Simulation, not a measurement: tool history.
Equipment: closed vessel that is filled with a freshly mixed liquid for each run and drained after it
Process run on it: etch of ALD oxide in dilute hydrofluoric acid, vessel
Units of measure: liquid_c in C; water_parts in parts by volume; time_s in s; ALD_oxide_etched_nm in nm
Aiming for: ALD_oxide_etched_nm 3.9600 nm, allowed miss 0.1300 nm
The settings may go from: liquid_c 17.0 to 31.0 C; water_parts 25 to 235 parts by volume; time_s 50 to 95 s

run 1 hour=0.0 | liquid_c=23.0 water_parts=130 time_s=95 | ALD_oxide_etched_nm=6.4627
run 2 hour=4.0 | liquid_c=21.5 water_parts=130 time_s=95 | ALD_oxide_etched_nm=6.1417
run 3 hour=6.4 | liquid_c=21.5 water_parts=90 time_s=95 | ALD_oxide_etched_nm=9.1907
run 4 hour=11.0 | liquid_c=20.5 water_parts=105 time_s=95 | ALD_oxide_etched_nm=7.5305
run 5 hour=17.8 | liquid_c=20.0 water_parts=115 time_s=95 | ALD_oxide_etched_nm=6.6736
run 6 hour=26.5 | liquid_c=22.0 water_parts=115 time_s=95 | ALD_oxide_etched_nm=7.0843
run 7 hour=29.4 | liquid_c=22.0 water_parts=115 time_s=95 | ALD_oxide_etched_nm=7.1851
run 8 hour=31.8 | liquid_c=21.0 water_parts=125 time_s=95 | ALD_oxide_etched_nm=6.2618
run 9 hour=39.9 | liquid_c=20.5 water_parts=130 time_s=95 | ALD_oxide_etched_nm=5.8622
run 10 hour=43.5 | liquid_c=20.0 water_parts=135 time_s=95 | ALD_oxide_etched_nm=5.5066
run 11 hour=45.8 | liquid_c=19.5 water_parts=140 time_s=95 | ALD_oxide_etched_nm=5.1928

4 candidate next runs follow, results not yet known. Just one meets every target within its allowed miss. Identify it.
run A hour=48.1 | liquid_c=25.0 water_parts=175 time_s=70 | ALD_oxide_etched_nm=?
run B hour=48.1 | liquid_c=19.5 water_parts=100 time_s=50 | ALD_oxide_etched_nm=?
run C hour=48.1 | liquid_c=20.5 water_parts=125 time_s=95 | ALD_oxide_etched_nm=?
run D hour=48.1 | liquid_c=20.0 water_parts=110 time_s=50 | ALD_oxide_etched_nm=?

move=A ALD_oxide_etched_nm=3.6468
move=B ALD_oxide_etched_nm=3.9947
move=C ALD_oxide_etched_nm=6.1535
move=D ALD_oxide_etched_nm=3.6662
A: takes the result that was furthest off past its target
B: all results land within tolerance of their targets
C: its largest miss is bigger than the last run's
D: takes the result that was furthest off past its target
The right move is B.
